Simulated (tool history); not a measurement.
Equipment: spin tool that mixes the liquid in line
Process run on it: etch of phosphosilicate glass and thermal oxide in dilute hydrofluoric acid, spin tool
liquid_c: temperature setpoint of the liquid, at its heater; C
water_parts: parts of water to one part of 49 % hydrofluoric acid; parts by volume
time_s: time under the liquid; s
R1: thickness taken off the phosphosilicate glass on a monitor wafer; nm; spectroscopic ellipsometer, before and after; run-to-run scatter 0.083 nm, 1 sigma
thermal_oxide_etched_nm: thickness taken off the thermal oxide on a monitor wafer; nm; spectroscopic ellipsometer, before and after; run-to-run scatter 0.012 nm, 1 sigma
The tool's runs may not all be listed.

{"run": 1, "day": 0.0, "liquid_c": 21.0, "water_parts": 235, "time_s": 30, "R1": 17.985, "thermal_oxide_etched_nm": 0.41449}
{"run": 2, "day": 0.3, "liquid_c": 20.5, "water_parts": 245, "time_s": 30, "R1": 16.746, "thermal_oxide_etched_nm": 0.37447}
{"run": 3, "day": 0.571, "liquid_c": 20.0, "water_parts": 255, "time_s": 30, "R1": 15.508, "thermal_oxide_etched_nm": 0.37882}
{"run": 4, "day": 0.596, "liquid_c": 20.0, "water_parts": 320, "time_s": 30, "R1": 11.643, "thermal_oxide_etched_nm": 0.24934}
{"run": 5, "day": 0.696, "liquid_c": 20.0, "water_parts": 280, "time_s": 30, "R1": 14.008, "thermal_oxide_etched_nm": 0.29538}
{"run": 6, "day": 0.971, "liquid_c": 20.0, "water_parts": 285, "time_s": 30, "R1": 13.495, "thermal_oxide_etched_nm": 0.28191}
{"run": 7, "day": 1.133, "liquid_c": 19.5, "water_parts": 290, "time_s": 30, "R1": 13.109, "thermal_oxide_etched_nm": 0.28206}
{"run": 8, "day": 1.338, "liquid_c": 19.0, "water_parts": 295, "time_s": 30, "R1": 12.616, "thermal_oxide_etched_nm": 0.3081}
{"run": 9, "day": 1.492, "liquid_c": 19.0, "water_parts": 300, "time_s": 30, "R1": 12.26, "thermal_oxide_etched_nm": 0.29965}
{"run": 10, "day": 1.762, "liquid_c": 19.0, "water_parts": 305, "time_s": 30, "R1": 11.979, "thermal_oxide_etched_nm": 0.26595}

What will run 11 give?
{"run": 11, "day": 1.904, "liquid_c": 19.0, "water_parts": 310, "time_s": 30, "R1": "?", "thermal_oxide_etched_nm": "?"}

Run 11 measured R1 11.811 nm, thermal_oxide_etched_nm 0.26208 nm.
